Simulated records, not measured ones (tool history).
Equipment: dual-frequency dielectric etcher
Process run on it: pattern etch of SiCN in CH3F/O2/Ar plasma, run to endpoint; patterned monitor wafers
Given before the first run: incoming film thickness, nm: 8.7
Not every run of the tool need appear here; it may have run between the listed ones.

Run 1, hour 0.0: source power (W) 450, bias power (W) 73. Result: endpoint time (s) 24.451.
Run 2, hour 5.6: source power (W) 470, bias power (W) 75. Result: endpoint time (s) 23.188.
Run 3, hour 7.6: source power (W) 470, bias power (W) 81. Result: endpoint time (s) 22.518.
Run 4, hour 13.4: source power (W) 470, bias power (W) 88. Result: endpoint time (s) 22.016.
Run 5, hour 17.8: source power (W) 470, bias power (W) 83. Result: endpoint time (s) 22.525.
Run 6, hour 18.6: source power (W) 480, bias power (W) 83. Result: endpoint time (s) 22.048.
Run 7, hour 23.4: source power (W) 490, bias power (W) 83. Result: endpoint time (s) 21.831.

Run 8, settings as shown, results not yet in. Your forecast:
Run 8, hour 28.2: source power (W) 500, bias power (W) 83. Result: endpoint time (s) ?.

endpoint time (s): 21.714
